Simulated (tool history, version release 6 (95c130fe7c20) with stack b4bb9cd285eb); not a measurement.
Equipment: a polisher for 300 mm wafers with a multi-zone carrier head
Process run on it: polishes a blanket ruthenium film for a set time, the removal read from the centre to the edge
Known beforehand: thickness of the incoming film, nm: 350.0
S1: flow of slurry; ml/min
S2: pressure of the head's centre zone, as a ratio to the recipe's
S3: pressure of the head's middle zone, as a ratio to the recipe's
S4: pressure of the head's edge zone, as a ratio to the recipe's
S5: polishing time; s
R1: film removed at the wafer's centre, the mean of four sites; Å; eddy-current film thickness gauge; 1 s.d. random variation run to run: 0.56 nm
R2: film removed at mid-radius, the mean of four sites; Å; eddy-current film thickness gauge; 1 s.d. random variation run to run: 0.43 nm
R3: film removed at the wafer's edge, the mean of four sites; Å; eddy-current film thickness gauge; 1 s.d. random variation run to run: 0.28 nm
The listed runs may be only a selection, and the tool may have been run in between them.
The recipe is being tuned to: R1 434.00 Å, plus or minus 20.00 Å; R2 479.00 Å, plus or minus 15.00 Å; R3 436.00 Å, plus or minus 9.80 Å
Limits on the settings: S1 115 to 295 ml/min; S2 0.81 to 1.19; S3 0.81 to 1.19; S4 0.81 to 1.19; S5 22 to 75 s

run 1 hour=0.0 | S1=190 S2=1.00 S3=1.00 S4=1.00 S5=48 | R1=335.55 R2=347.99 R3=359.22
run 2 hour=5.2 | S1=150 S2=1.00 S3=1.00 S4=1.00 S5=48 | R1=323.85 R2=335.17 R3=345.87
run 3 hour=6.0 | S1=170 S2=1.02 S3=1.04 S4=1.02 S5=49 | R1=346.28 R2=354.57 R3=358.64
run 4 hour=11.0 | S1=185 S2=1.02 S3=1.07 S4=1.03 S5=50 | R1=366.33 R2=380.87 R3=378.62
run 5 hour=12.2 | S1=185 S2=0.99 S3=1.07 S4=1.03 S5=50 | R1=357.56 R2=379.60 R3=376.60
run 6 hour=15.6 | S1=185 S2=0.99 S3=1.07 S4=0.98 S5=50 | R1=344.55 R2=377.05 R3=368.65
run 7 hour=19.9 | S1=200 S2=1.00 S3=1.09 S4=0.99 S5=51 | R1=363.79 R2=394.10 R3=374.83
run 8 hour=25.6 | S1=210 S2=1.00 S3=1.11 S4=1.01 S5=52 | R1=369.68 R2=412.30 R3=393.95
run 9 hour=28.7 | S1=260 S2=1.10 S3=1.19 S4=1.03 S5=54 | R1=441.39 R2=463.18 R3=424.74

Which of these 5 next moves meets every target?
run A hour=31.8 | S1=295 S2=1.12 S3=1.05 S4=1.06 S5=57 | R1=? R2=? R3=?
run B hour=31.8 | S1=260 S2=1.19 S3=1.11 S4=1.07 S5=55 | R1=? R2=? R3=?
run C hour=31.8 | S1=275 S2=1.03 S3=1.06 S4=1.00 S5=57 | R1=? R2=? R3=?
run D hour=31.8 | S1=260 S2=0.97 S3=1.19 S4=1.09 S5=55 | R1=? R2=? R3=?
run E hour=31.8 | S1=230 S2=1.02 S3=1.13 S4=0.97 S5=58 | R1=? R2=? R3=?

move=A R1=475.11 R2=455.37 R3=453.83
move=B R1=480.22 R2=454.37 R3=435.14
move=C R1=433.17 R2=455.98 R3=438.12
move=D R1=391.09 R2=483.00 R3=438.87
move=E R1=426.50 R2=479.83 R3=431.71
A: carries the result that was furthest off beyond its target, to the other side
B: puts the biggest miss on target and leaves a different result outside tolerance
C: puts the biggest miss on target and leaves a different result outside tolerance
D: puts the biggest miss on target and leaves a different result outside tolerance
E: each result inside its tolerance
Move E is the one to make.
